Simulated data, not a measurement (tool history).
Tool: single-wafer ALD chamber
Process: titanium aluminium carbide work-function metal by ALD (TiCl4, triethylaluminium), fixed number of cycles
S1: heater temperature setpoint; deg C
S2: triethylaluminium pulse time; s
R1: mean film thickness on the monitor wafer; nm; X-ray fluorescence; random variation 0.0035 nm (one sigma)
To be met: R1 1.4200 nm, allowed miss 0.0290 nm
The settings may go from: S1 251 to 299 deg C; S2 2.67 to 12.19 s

{"run": 1, "hour": 0.0, "S1": 275, "S2": 7.43, "R1": 1.6731}
{"run": 2, "hour": 5.4, "S1": 282, "S2": 7.43, "R1": 1.7353}
{"run": 3, "hour": 8.6, "S1": 282, "S2": 8.23, "R1": 1.7723}
{"run": 4, "hour": 13.8, "S1": 273, "S2": 7.07, "R1": 1.6377}
{"run": 5, "hour": 20.0, "S1": 265, "S2": 7.07, "R1": 1.5595}
{"run": 6, "hour": 28.0, "S1": 261, "S2": 6.75, "R1": 1.5092}
{"run": 7, "hour": 35.4, "S1": 258, "S2": 6.58, "R1": 1.4753}
{"run": 8, "hour": 39.6, "S1": 256, "S2": 6.49, "R1": 1.4518}

Which of these 5 next moves meets every target?
{"run": "A", "hour": 43.8, "S1": 261, "S2": 6.53, "R1": "?"}
{"run": "B", "hour": 43.8, "S1": 258, "S2": 6.86, "R1": "?"}
{"run": "C", "hour": 43.8, "S1": 251, "S2": 5.54, "R1": "?"}
{"run": "D", "hour": 43.8, "S1": 267, "S2": 5.44, "R1": "?"}
{"run": "E", "hour": 43.8, "S1": 258, "S2": 5.62, "R1": "?"}

move=A R1=1.5009
move=B R1=1.4940
move=C R1=1.3633
move=D R1=1.4683
move=E R1=1.4102
A: further off than the last run
B: further off than the last run
C: takes the result that was furthest off past its target
D: further off than the last run
E: meets every target
The right move is E.
